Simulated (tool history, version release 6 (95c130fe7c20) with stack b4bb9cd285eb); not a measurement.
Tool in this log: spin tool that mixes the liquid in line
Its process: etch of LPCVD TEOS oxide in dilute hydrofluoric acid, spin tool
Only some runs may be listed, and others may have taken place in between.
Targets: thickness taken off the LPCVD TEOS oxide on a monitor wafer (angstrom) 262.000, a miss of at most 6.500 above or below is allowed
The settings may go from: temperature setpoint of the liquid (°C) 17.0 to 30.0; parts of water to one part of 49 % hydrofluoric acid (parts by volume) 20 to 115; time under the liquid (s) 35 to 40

| run | hour | temperature setpoint of the liquid (°C) | parts of water to one part of 49 % hydrofluoric acid (parts by volume) | time under the liquid (s) | thickness taken off the LPCVD TEOS oxide on a monitor wafer (angstrom) |
|---|---|---|---|---|---|
| 1 | 0.0 | 22.0 | 65 | 40 | 98.705 |
| 2 | 6.7 | 25.0 | 65 | 40 | 110.050 |
| 3 | 14.0 | 26.0 | 55 | 40 | 136.810 |
| 4 | 21.5 | 26.0 | 55 | 35 | 120.570 |
| 5 | 29.7 | 27.0 | 45 | 35 | 154.840 |
| 6 | 30.9 | 27.0 | 55 | 35 | 125.870 |
| 7 | 32.3 | 27.0 | 55 | 35 | 124.640 |
| 8 | 37.3 | 27.5 | 45 | 35 | 157.200 |
| 9 | 45.9 | 28.0 | 40 | 35 | 183.650 |
| 10 | 51.3 | 28.5 | 35 | 35 | 214.970 |
| 11 | 53.9 | 29.0 | 35 | 35 | 217.340 |

Pick the move, out of 4, that brings all results within their allowed miss; only one does.
| A | 56.5 | 28.0 | 30 | 35 | ? |
| B | 56.5 | 28.0 | 35 | 40 | ? |
| C | 56.5 | 29.5 | 30 | 35 | ? |
| D | 56.5 | 28.5 | 35 | 40 | ? |

| move | thickness taken off the LPCVD TEOS oxide on a monitor wafer (angstrom) |
|---|---|
| A | 252.470 |
| B | 245.470 |
| C | 268.240 |
| D | 250.480 |
A: nearer than the last run, and not there yet
B: nearer than the last run, and not there yet
C: in spec on every target
D: nearer than the last run, and not there yet
Move C is the one to make.

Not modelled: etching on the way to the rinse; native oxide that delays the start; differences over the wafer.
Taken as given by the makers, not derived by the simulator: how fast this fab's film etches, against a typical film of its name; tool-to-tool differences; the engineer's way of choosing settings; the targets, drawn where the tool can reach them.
